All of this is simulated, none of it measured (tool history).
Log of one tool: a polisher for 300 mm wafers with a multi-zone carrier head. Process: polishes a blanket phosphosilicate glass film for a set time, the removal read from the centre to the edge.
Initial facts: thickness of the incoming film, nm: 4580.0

run	day	flow of slurry (ml/min)	pressure of the head's centre zone	pressure of the head's middle zone	pressure of the head's edge zone	abrasive content of the slurry	polishing time (s)	film removed at the wafer's centre (nm)	film removed at mid-radius (nm)	film removed at the wafer's edge (nm)
1	0	175	1	1	1	1	47	430.16	435.48	422.58
2	0.175	175	1	1	1	1	36	334.26	327.83	335.05
3	0.246	175	1	1	1	1	30	276.27	275.93	275.09
4	0.588	160	0.95	1	1	0.9	30	244.39	261.44	260.28
5	0.629	160	1.01	1	1	0.9	30	259.76	257.99	259.45
6	0.712	145	0.96	0.99	1	0.85	30	238.62	245.4	247

Expected results for the next run?
7	0.754	140	0.92	1	1.02	0.8	30	?	?	?

{"run 7": {"film removed at the wafer's centre (nm)": 223.3, "film removed at mid-radius (nm)": 241.77, "film removed at the wafer's edge (nm)": 242.27}}
